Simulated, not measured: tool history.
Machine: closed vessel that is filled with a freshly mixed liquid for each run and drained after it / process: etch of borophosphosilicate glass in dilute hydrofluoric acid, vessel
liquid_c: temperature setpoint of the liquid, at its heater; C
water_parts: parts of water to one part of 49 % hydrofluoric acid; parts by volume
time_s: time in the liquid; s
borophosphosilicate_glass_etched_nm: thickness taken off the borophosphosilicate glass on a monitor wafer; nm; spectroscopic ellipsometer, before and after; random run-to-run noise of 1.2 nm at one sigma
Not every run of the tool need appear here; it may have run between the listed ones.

run,day,liquid_c,water_parts,time_s,borophosphosilicate_glass_etched_nm
1,0,22,50,90,89.309
2,0.042,18.5,50,90,76.515
3,0.212,18.5,50,95,80.524
4,0.533,18.5,65,95,60.968
5,0.638,21,60,95,74.453
6,0.704,23,55,95,89.7
7,0.925,24.5,50,95,104.29
8,1.125,25.5,50,95,108.01
9,1.183,25.5,50,95,110.5
10,1.371,26.5,50,95,113.32

For run 11, what comes out?
11,1.671,27,50,95,?

Run 11 measured borophosphosilicate_glass_etched_nm 115.73 nm.
